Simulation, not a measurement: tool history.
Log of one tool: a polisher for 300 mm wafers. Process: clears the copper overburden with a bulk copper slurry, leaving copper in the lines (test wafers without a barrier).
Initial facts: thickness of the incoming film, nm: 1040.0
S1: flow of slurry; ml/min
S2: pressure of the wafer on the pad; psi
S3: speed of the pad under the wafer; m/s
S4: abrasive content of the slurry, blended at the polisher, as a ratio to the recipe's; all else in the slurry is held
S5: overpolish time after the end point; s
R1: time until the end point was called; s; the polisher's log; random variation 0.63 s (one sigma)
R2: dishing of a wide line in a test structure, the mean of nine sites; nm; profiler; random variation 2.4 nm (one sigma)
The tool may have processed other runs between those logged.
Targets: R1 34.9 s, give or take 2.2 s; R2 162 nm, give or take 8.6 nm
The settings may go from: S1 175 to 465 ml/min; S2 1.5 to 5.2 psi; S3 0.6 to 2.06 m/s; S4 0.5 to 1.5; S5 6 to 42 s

| run | hour | S1 | S2 | S3 | S4 | S5 | R1 | R2 |
|---|---|---|---|---|---|---|---|---|
| 1 | 0 | 295 | 3.3 | 1.32 | 1 | 21 | 61.94 | 122.34 |
| 2 | 4.5 | 295 | 3.3 | 1.1 | 1 | 21 | 75.419 | 111.36 |
| 3 | 11 | 295 | 2.8 | 1.1 | 1 | 21 | 85.897 | 103.29 |
| 4 | 19.9 | 340 | 2.8 | 1.1 | 1 | 21 | 87.594 | 101.59 |
| 5 | 26.1 | 340 | 3.5 | 1.18 | 1 | 20 | 65.372 | 121.55 |
| 6 | 29.6 | 335 | 4 | 1.22 | 1 | 18 | 57.018 | 127.73 |
| 7 | 35.3 | 335 | 4.3 | 1.3 | 1 | 17 | 48.274 | 132.53 |
| 8 | 40 | 335 | 4.6 | 1.34 | 1 | 18 | 45.384 | 139.1 |
| 9 | 48.3 | 335 | 4.6 | 1.34 | 1 | 18 | 44.748 | 140.68 |
| 10 | 52.2 | 335 | 4.8 | 1.38 | 1 | 18 | 41.78 | 148.84 |
| 11 | 58 | 335 | 4.9 | 1.42 | 1 | 18 | 39.217 | 142.79 |

Exercise: of the 4 proposed moves below, exactly one satisfies all targets within the stated allowed misses. Which move is it?
| A | 63.8 | 460 | 5.2 | 1.06 | 0.95 | 15 | ? | ? |
| B | 63.8 | 320 | 5.2 | 1.5 | 0.95 | 22 | ? | ? |
| C | 63.8 | 355 | 4.4 | 1.54 | 0.9 | 14 | ? | ? |
| D | 63.8 | 380 | 4.6 | 1.5 | 0.95 | 24 | ? | ? |

| move | R1 | R2 |
|---|---|---|
| A | 48.895 | 129.93 |
| B | 35.732 | 158.26 |
| C | 41.12 | 130.69 |
| D | 39.835 | 152.26 |
A: misses by more than the last run did
B: all results in spec
C: misses by more than the last run did
D: no nearer and no further than the last run
Go with B: it meets all targets.
